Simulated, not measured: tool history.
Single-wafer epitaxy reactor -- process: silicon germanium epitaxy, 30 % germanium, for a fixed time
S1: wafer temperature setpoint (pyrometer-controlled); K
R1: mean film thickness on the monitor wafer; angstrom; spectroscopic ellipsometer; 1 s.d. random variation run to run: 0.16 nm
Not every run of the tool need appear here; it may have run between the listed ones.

Run 1, hour 0: S1 868.15 K, chamber pressure (Pa) 3426. Result: R1 647.47 angstrom.
Run 2, hour 4.2: S1 876.15 K, chamber pressure (Pa) 3426. Result: R1 757.47 angstrom.
Run 3, hour 9.7: S1 876.15 K, chamber pressure (Pa) 3986. Result: R1 806.37 angstrom.
Run 4, hour 16.9: S1 869.15 K, chamber pressure (Pa) 3973. Result: R1 694.45 angstrom.
Run 5, hour 17.5: S1 865.15 K, chamber pressure (Pa) 3960. Result: R1 639.63 angstrom.
Run 6, hour 24.4: S1 865.15 K, chamber pressure (Pa) 3360. Result: R1 597.88 angstrom.

Forecast run 7:
Run 7, hour 30.6: S1 853.15 K, chamber pressure (Pa) 3333. Result: R1 ?.

R1: 464.18 angstrom
